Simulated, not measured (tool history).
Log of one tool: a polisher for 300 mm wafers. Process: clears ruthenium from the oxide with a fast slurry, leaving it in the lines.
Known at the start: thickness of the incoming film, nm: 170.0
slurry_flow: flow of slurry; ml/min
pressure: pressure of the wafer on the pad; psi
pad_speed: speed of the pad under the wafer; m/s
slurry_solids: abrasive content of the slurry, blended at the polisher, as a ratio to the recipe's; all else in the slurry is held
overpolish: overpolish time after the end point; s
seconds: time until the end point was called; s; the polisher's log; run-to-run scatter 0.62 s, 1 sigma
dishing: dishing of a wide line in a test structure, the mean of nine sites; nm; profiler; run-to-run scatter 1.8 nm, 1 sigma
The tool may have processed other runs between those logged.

run  hour  slurry_flow  pressure  pad_speed  slurry_solids  overpolish  seconds  dishing
  1   0.0          290       1.8       1.28            1.0          24   48.818   55.899
  2   2.2          290       1.8       1.28            1.0          28   48.076   60.249
  3   5.0          290       1.8       1.52            1.0          28   42.104   66.830
  4   6.5          290       1.8       1.36            1.0          28   45.663   62.902
  5   9.8          290       1.9       1.36            1.0          30   43.580   66.445
  6  18.3          290       2.0       1.38            1.0          32   41.587   70.063
  7  20.8          290       2.0       1.40            1.0          33   40.699   73.391
  8  24.8          290       2.0       1.40            1.0          34   40.060   73.005
  9  26.1          290       2.0       1.40            1.0          35   40.910   73.804
 10  34.0          290       2.0       1.40            1.0          36   41.131   73.866

Predict the results of run 11:
 11  36.5          290       2.0       1.40            1.0          37        ?        ?

For run 11 the tool returned seconds 41.204 s, dishing 75.673 nm.
